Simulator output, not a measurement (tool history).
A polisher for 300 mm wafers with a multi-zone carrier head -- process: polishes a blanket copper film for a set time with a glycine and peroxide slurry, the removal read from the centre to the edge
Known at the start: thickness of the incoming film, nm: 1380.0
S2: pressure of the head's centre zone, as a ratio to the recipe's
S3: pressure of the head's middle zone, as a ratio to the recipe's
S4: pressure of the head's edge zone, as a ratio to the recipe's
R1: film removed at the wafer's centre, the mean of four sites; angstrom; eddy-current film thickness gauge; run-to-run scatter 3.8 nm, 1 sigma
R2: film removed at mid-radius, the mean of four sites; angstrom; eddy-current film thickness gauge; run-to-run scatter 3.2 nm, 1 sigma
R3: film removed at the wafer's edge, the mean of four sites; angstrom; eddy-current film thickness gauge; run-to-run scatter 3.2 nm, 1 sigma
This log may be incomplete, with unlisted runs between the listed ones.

run 1 day=0 | flow_of_slurry_(ml/min)=295 S2=1 S3=1 S4=1 polishing_time_(s)=60 | R1=5430.6 R2=5413 R3=5406.6
run 2 day=0.025 | flow_of_slurry_(ml/min)=285 S2=0.97 S3=0.95 S4=1.01 polishing_time_(s)=51 | R1=4417.3 R2=4467.4 R3=4673.3
run 3 day=0.279 | flow_of_slurry_(ml/min)=275 S2=0.96 S3=0.91 S4=1.02 polishing_time_(s)=45 | R1=3907.2 R2=3778.6 R3=4242.9
run 4 day=0.479 | flow_of_slurry_(ml/min)=275 S2=1.02 S3=0.91 S4=1.02 polishing_time_(s)=45 | R1=4180.5 R2=3645.5 R3=4103.9
run 5 day=0.812 | flow_of_slurry_(ml/min)=265 S2=0.99 S3=0.89 S4=1.01 polishing_time_(s)=41 | R1=3691 R2=3438.6 R3=3742.9
run 6 day=0.938 | flow_of_slurry_(ml/min)=265 S2=1.03 S3=0.89 S4=1.01 polishing_time_(s)=41 | R1=3747.8 R2=3360.1 R3=3789.6
run 7 day=1.233 | flow_of_slurry_(ml/min)=210 S2=0.93 S3=0.81 S4=1.11 polishing_time_(s)=27 | R1=2299.1 R2=2014.1 R3=2572.2
run 8 day=1.417 | flow_of_slurry_(ml/min)=260 S2=0.93 S3=0.83 S4=1.13 polishing_time_(s)=28 | R1=2448.4 R2=2110.4 R3=2694.3

Estimate the outcome of run 9 from the log above:
run 9 day=1.642 | flow_of_slurry_(ml/min)=300 S2=0.86 S3=0.93 S4=1.19 polishing_time_(s)=38 | R1=? R2=? R3=?

Run 9 produced R1 3201.5 angstrom, R2 3249 angstrom, R3 3748.7 angstrom.
